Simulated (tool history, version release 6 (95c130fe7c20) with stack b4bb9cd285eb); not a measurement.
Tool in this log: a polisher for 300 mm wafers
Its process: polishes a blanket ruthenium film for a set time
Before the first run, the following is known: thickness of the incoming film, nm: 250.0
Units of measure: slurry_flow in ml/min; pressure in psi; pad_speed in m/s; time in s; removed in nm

Run 1, hour 0.0: slurry_flow 190 ml/min, pressure 2.2 psi, pad_speed 0.92 m/s, time 104 s. Result: removed 101.100 nm.
Run 2, hour 8.4: slurry_flow 190 ml/min, pressure 1.7 psi, pad_speed 0.92 m/s, time 104 s. Result: removed 78.846 nm.
Run 3, hour 10.4: slurry_flow 190 ml/min, pressure 1.7 psi, pad_speed 0.92 m/s, time 104 s. Result: removed 80.365 nm.
Run 4, hour 14.0: slurry_flow 170 ml/min, pressure 1.7 psi, pad_speed 0.92 m/s, time 104 s. Result: removed 78.881 nm.
Run 5, hour 22.6: slurry_flow 170 ml/min, pressure 2.0 psi, pad_speed 0.92 m/s, time 104 s. Result: removed 93.377 nm.
Run 6, hour 29.4: slurry_flow 170 ml/min, pressure 2.0 psi, pad_speed 0.92 m/s, time 104 s. Result: removed 91.174 nm.
Run 7, hour 32.3: slurry_flow 170 ml/min, pressure 2.3 psi, pad_speed 0.92 m/s, time 104 s. Result: removed 103.380 nm.
Run 8, hour 40.9: slurry_flow 170 ml/min, pressure 2.5 psi, pad_speed 0.92 m/s, time 104 s. Result: removed 115.390 nm.
Run 9, hour 44.2: slurry_flow 170 ml/min, pressure 2.7 psi, pad_speed 0.92 m/s, time 104 s. Result: removed 123.260 nm.

Forecast run 10:
Run 10, hour 47.1: slurry_flow 170 ml/min, pressure 2.8 psi, pad_speed 0.92 m/s, time 104 s. Result: removed ?.

removed: 127.690 nm

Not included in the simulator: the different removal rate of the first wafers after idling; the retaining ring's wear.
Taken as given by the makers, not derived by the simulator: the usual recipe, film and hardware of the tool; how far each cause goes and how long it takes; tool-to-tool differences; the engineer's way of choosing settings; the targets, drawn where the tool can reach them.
